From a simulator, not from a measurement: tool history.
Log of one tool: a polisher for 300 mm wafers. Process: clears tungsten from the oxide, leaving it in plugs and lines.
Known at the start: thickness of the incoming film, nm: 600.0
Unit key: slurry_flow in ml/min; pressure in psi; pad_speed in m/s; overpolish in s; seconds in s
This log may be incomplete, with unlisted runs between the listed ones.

run 1 day=0 | slurry_flow=320 pressure=4.4 pad_speed=1.02 slurry_solids=1 overpolish=49 | seconds=107.7
run 2 day=0.271 | slurry_flow=320 pressure=4.4 pad_speed=1.02 slurry_solids=1.15 overpolish=49 | seconds=101.75
run 3 day=0.612 | slurry_flow=320 pressure=4.2 pad_speed=1.02 slurry_solids=1.15 overpolish=49 | seconds=110.44
run 4 day=0.833 | slurry_flow=245 pressure=4.2 pad_speed=1.02 slurry_solids=1.15 overpolish=49 | seconds=110.36
run 5 day=0.933 | slurry_flow=245 pressure=4 pad_speed=1.02 slurry_solids=1.15 overpolish=49 | seconds=112.64
run 6 day=0.962 | slurry_flow=190 pressure=4 pad_speed=1.02 slurry_solids=1.15 overpolish=49 | seconds=116.43
run 7 day=1.221 | slurry_flow=190 pressure=3.8 pad_speed=1.02 slurry_solids=1.15 overpolish=49 | seconds=124.01

Estimate the outcome of run 8 from the log above:
run 8 day=1.5 | slurry_flow=190 pressure=3.7 pad_speed=1.02 slurry_solids=1.15 overpolish=49 | seconds=?

Run 8 yielded seconds 128.5 s.
